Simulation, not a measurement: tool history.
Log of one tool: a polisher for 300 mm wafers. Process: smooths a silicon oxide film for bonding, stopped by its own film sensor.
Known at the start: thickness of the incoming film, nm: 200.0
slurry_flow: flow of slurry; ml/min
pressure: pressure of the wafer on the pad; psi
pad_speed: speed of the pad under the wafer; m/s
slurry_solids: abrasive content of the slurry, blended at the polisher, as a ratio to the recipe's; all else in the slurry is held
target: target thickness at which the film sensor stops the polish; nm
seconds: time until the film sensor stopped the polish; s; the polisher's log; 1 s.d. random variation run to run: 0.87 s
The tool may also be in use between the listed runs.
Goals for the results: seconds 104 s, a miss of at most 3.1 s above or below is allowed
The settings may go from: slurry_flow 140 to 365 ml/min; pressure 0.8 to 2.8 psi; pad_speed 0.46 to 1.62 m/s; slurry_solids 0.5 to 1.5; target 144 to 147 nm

| run | hour | slurry_flow | pressure | pad_speed | slurry_solids | target | seconds |
|---|---|---|---|---|---|---|---|
| 1 | 0 | 235 | 1.8 | 1.04 | 1 | 147 | 82.861 |
| 2 | 5.6 | 235 | 1.7 | 1.04 | 1 | 147 | 87.319 |
| 3 | 7.6 | 235 | 1.6 | 1.04 | 1 | 147 | 94.21 |
| 4 | 15.7 | 235 | 2 | 1.04 | 1 | 147 | 76.429 |
| 5 | 17.4 | 235 | 1.8 | 1.04 | 1 | 147 | 82.9 |
| 6 | 24.8 | 235 | 1.8 | 1.04 | 0.85 | 147 | 92.094 |
| 7 | 28.6 | 235 | 1.7 | 1.04 | 0.85 | 147 | 99.806 |
| 8 | 29.7 | 230 | 1.7 | 1.04 | 0.85 | 147 | 98.855 |
| 9 | 34.8 | 230 | 1.7 | 1.04 | 0.85 | 147 | 98.642 |

Consider the 5 candidate settings below. Which is the only one whose results all fall within their allowed miss of target?
| A | 39.9 | 230 | 1.8 | 1.16 | 0.7 | 144 | ? |
| B | 39.9 | 235 | 1.7 | 1.12 | 0.95 | 146 | ? |
| C | 39.9 | 215 | 1.6 | 1.1 | 1 | 144 | ? |
| D | 39.9 | 260 | 1.7 | 1 | 0.85 | 145 | ? |
| E | 39.9 | 240 | 1.7 | 1.18 | 0.8 | 147 | ? |

| move | seconds |
|---|---|
| A | 108.21 |
| B | 87.091 |
| C | 94.72 |
| D | 104.53 |
| E | 93.546 |
A: the result that was furthest off in the last run now lies on the other side of its target
B: its largest miss is bigger than the last run's
C: its largest miss is bigger than the last run's
D: every result lands within tolerance
E: its largest miss is bigger than the last run's
D meets every target.
